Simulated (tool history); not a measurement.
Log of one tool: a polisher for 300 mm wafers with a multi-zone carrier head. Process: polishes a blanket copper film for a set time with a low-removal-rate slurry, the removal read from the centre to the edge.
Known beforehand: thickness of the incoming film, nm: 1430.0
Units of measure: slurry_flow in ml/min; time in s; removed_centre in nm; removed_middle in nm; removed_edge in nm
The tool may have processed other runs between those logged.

run,day,slurry_flow,centre_zone,middle_zone,edge_zone,slurry_solids,time,removed_centre,removed_middle,removed_edge
1,0.000,280,1.00,1.00,1.00,1.00,42,171.19,167.52,172.75
2,0.238,320,1.00,1.00,1.00,1.00,42,177.34,169.79,175.51
3,0.483,320,1.00,1.00,1.05,1.00,42,177.67,167.70,177.48
4,0.758,320,1.00,1.00,1.01,1.00,42,176.39,169.73,174.43
5,0.783,320,1.00,1.00,1.04,1.00,42,176.26,166.80,177.00
6,0.946,320,1.00,1.00,1.04,1.00,47,193.18,188.12,198.48
7,1.288,315,0.98,0.99,1.01,0.85,43,169.10,165.04,173.00
8,1.533,315,0.97,0.98,0.98,0.75,41,150.45,147.01,154.08
9,1.708,315,0.96,0.97,0.95,0.70,40,145.56,141.12,146.84
10,2.042,310,0.95,0.96,0.92,0.65,40,136.61,135.08,140.33
11,2.100,305,0.95,0.95,0.89,0.60,40,135.91,131.73,134.30
12,2.175,290,0.94,0.94,0.87,0.60,40,132.31,131.62,132.31
13,2.342,285,0.93,0.92,0.86,0.60,40,131.18,126.05,130.94

Forecast run 14:
14,2.712,275,0.92,0.92,0.85,0.60,40,?,?,?

removed_centre: 131.71 nm
removed_middle: 126.63 nm
removed_edge: 130.17 nm
